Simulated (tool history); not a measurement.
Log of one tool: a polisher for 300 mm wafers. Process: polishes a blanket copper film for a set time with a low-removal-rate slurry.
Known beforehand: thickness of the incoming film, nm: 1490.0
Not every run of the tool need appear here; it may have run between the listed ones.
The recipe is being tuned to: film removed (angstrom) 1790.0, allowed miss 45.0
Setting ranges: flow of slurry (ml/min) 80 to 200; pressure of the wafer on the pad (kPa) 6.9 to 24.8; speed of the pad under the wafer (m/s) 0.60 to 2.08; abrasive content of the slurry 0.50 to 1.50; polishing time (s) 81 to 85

| run | hour | flow of slurry (ml/min) | pressure of the wafer on the pad (kPa) | speed of the pad under the wafer (m/s) | abrasive content of the slurry | polishing time (s) | film removed (angstrom) |
|---|---|---|---|---|---|---|---|
| 1 | 0.0 | 130 | 15.9 | 1.34 | 1.00 | 81 | 2671.2 |
| 2 | 0.8 | 125 | 14.5 | 1.34 | 1.00 | 81 | 2516.9 |
| 3 | 2.9 | 125 | 14.5 | 1.34 | 1.00 | 85 | 2645.2 |
| 4 | 5.4 | 120 | 13.1 | 1.34 | 1.00 | 85 | 2442.9 |
| 5 | 13.7 | 120 | 13.1 | 1.34 | 0.90 | 85 | 2401.3 |
| 6 | 16.4 | 115 | 11.7 | 1.34 | 0.90 | 85 | 2185.7 |
| 7 | 18.3 | 115 | 11.7 | 1.34 | 0.90 | 85 | 2191.6 |
| 8 | 19.3 | 90 | 8.3 | 1.34 | 0.90 | 85 | 1704.2 |
| 9 | 21.9 | 110 | 9.0 | 1.34 | 0.90 | 85 | 1841.7 |

Of the 5 settings listed for the next run, only one would bring every result within its allowed miss of target. Which one?
| A | 24.5 | 125 | 8.3 | 1.54 | 0.70 | 82 | ? |
| B | 24.5 | 130 | 15.2 | 0.98 | 0.95 | 85 | ? |
| C | 24.5 | 115 | 9.7 | 1.24 | 0.95 | 83 | ? |
| D | 24.5 | 115 | 8.3 | 1.48 | 1.00 | 81 | ? |
| E | 24.5 | 100 | 9.0 | 1.54 | 0.50 | 85 | ? |

| move | film removed (angstrom) |
|---|---|
| A | 1928.6 |
| B | 2013.5 |
| C | 1792.2 |
| D | 1913.3 |
| E | 1913.7 |
A: further off than the last run
B: further off than the last run
C: all results in spec
D: further off than the last run
E: further off than the last run
C is the move that brings every result within its allowed miss.
